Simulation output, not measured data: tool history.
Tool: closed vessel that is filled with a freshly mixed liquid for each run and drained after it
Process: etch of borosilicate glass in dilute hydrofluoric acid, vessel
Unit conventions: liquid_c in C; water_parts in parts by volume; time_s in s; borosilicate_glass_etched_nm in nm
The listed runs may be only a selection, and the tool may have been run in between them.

run  hour  liquid_c  water_parts  time_s  borosilicate_glass_etched_nm
  1     0        22          180     320                        24.452
  2   2.6        23          180     320                        25.402
  3   5.4      20.5          180     320                         23.07
  4  12.2      20.5          180     320                        23.303
  5    21      21.5          180     320                        24.142
  6  27.4      21.5          200     320                        21.112
  7  34.6        23          200     320                        22.109
  8  37.6      24.5          200     320                        23.465
  9  43.8      25.5          200     320                         24.22
 10  45.5      26.5          200     320                        25.391
 11  50.3        27          200     320                        25.899
 12  52.1        27          200     320                        25.623
 13  54.6      27.5          200     320                        26.295
 14  60.1        28          200     320                        26.596
 15  65.7        28          200     320                        26.732
 16  69.6        28          200     320                        26.629
 17  77.2      28.5          200     320                         27.22

Expected results for the next run?
 18  77.9        29          200     320                             ?

{"run 18": {"borosilicate_glass_etched_nm": 27.578}}
